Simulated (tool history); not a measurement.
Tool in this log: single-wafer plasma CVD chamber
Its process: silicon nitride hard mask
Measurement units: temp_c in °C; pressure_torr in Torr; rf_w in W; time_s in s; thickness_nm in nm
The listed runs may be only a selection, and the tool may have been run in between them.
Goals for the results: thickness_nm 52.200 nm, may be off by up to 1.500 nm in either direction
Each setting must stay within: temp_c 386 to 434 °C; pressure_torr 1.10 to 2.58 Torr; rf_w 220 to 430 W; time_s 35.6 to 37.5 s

| run | hour | temp_c | pressure_torr | rf_w | time_s | thickness_nm |
|---|---|---|---|---|---|---|
| 1 | 0.0 | 410 | 1.84 | 325 | 37.5 | 44.782 |
| 2 | 8.3 | 420 | 1.84 | 325 | 37.5 | 44.780 |
| 3 | 13.1 | 420 | 1.84 | 325 | 37.5 | 45.282 |
| 4 | 17.7 | 420 | 1.84 | 325 | 37.5 | 44.680 |
| 5 | 19.0 | 420 | 1.89 | 330 | 37.5 | 45.847 |
| 6 | 21.1 | 413 | 1.89 | 330 | 37.5 | 45.703 |
| 7 | 29.6 | 413 | 1.94 | 335 | 37.5 | 46.902 |
| 8 | 30.8 | 413 | 1.98 | 335 | 37.5 | 46.851 |
| 9 | 38.8 | 413 | 2.02 | 340 | 37.5 | 48.029 |

Which of these 5 next moves meets every target?
| A | 46.8 | 415 | 1.92 | 320 | 35.6 | ? |
| B | 46.8 | 412 | 2.06 | 420 | 37.5 | ? |
| C | 46.8 | 406 | 2.25 | 395 | 35.6 | ? |
| D | 46.8 | 412 | 2.03 | 315 | 37.5 | ? |
| E | 46.8 | 416 | 1.89 | 325 | 35.6 | ? |

| move | thickness_nm |
|---|---|
| A | 43.374 |
| B | 56.234 |
| C | 52.977 |
| D | 46.061 |
| E | 43.600 |
A: further off than the last run
B: takes the result that was furthest off past its target
C: meets every target
D: further off than the last run
E: further off than the last run
C meets every target.
